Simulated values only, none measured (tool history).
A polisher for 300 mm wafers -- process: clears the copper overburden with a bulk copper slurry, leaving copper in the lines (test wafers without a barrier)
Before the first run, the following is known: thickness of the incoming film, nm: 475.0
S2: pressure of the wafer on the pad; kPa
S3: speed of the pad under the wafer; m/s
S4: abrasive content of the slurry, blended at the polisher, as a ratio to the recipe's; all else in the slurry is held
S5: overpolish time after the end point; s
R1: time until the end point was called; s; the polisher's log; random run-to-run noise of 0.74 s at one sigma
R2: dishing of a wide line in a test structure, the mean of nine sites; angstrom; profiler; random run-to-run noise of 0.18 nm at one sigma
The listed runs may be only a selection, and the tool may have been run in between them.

Run 1, hour 0: flow of slurry (ml/min) 225, S2 12.4 kPa, S3 1.08 m/s, S4 1, S5 8 s. Result: R1 65.377 s, R2 154.21 angstrom.
Run 2, hour 6.9: flow of slurry (ml/min) 225, S2 11.7 kPa, S3 1.08 m/s, S4 1, S5 7 s. Result: R1 69.352 s, R2 145.07 angstrom.
Run 3, hour 13.9: flow of slurry (ml/min) 225, S2 11 kPa, S3 1.08 m/s, S4 1, S5 6 s. Result: R1 75.005 s, R2 137.79 angstrom.
Run 4, hour 16.9: flow of slurry (ml/min) 225, S2 11 kPa, S3 1.08 m/s, S4 1, S5 5 s. Result: R1 74.292 s, R2 128.18 angstrom.
Run 5, hour 20.7: flow of slurry (ml/min) 225, S2 11 kPa, S3 1.08 m/s, S4 1, S5 7 s. Result: R1 73.842 s, R2 143.87 angstrom.
Run 6, hour 22.6: flow of slurry (ml/min) 225, S2 11 kPa, S3 1.28 m/s, S4 1, S5 7 s. Result: R1 62.118 s, R2 148.44 angstrom.

The next listed run, before its measurement:
Run 7, hour 28.2: flow of slurry (ml/min) 225, S2 10.3 kPa, S3 1.28 m/s, S4 1, S5 6 s. Result: R1 ?, R2 ?.

{"run 7": {"R1": 66.603, "R2": 141.32}}

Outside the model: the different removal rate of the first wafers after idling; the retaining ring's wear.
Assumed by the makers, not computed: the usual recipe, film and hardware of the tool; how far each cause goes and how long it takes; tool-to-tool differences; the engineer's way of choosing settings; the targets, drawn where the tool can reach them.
